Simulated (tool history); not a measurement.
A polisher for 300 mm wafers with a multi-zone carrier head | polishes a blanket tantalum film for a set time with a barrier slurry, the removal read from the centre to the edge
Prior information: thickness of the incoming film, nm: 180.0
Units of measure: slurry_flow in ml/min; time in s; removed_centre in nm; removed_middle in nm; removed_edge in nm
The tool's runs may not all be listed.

run 1 hour=0 | slurry_flow=135 centre_zone=1 middle_zone=1 edge_zone=1 slurry_solids=1 time=45 | removed_centre=63.775 removed_middle=60.304 removed_edge=60.783
run 2 hour=8.4 | slurry_flow=135 centre_zone=1 middle_zone=1 edge_zone=1 slurry_solids=1.1 time=45 | removed_centre=64.419 removed_middle=63.452 removed_edge=62.717
run 3 hour=14.7 | slurry_flow=135 centre_zone=1.08 middle_zone=1 edge_zone=1 slurry_solids=1.1 time=45 | removed_centre=70.148 removed_middle=61.115 removed_edge=63.647
run 4 hour=19.2 | slurry_flow=155 centre_zone=1.08 middle_zone=1 edge_zone=1 slurry_solids=1.1 time=45 | removed_centre=71.775 removed_middle=63.68 removed_edge=64.5
run 5 hour=21.3 | slurry_flow=155 centre_zone=1.08 middle_zone=0.95 edge_zone=1 slurry_solids=1.1 time=45 | removed_centre=70.261 removed_middle=61.264 removed_edge=63.704
run 6 hour=28.9 | slurry_flow=145 centre_zone=1.07 middle_zone=0.94 edge_zone=0.95 slurry_solids=1.1 time=45 | removed_centre=69.338 removed_middle=60.063 removed_edge=61.344

For run 7, what comes out?
run 7 hour=34.3 | slurry_flow=135 centre_zone=1.05 middle_zone=0.93 edge_zone=0.92 slurry_solids=1.1 time=45 | removed_centre=? removed_middle=? removed_edge=?

removed_centre: 67.928 nm
removed_middle: 58.017 nm
removed_edge: 60.932 nm

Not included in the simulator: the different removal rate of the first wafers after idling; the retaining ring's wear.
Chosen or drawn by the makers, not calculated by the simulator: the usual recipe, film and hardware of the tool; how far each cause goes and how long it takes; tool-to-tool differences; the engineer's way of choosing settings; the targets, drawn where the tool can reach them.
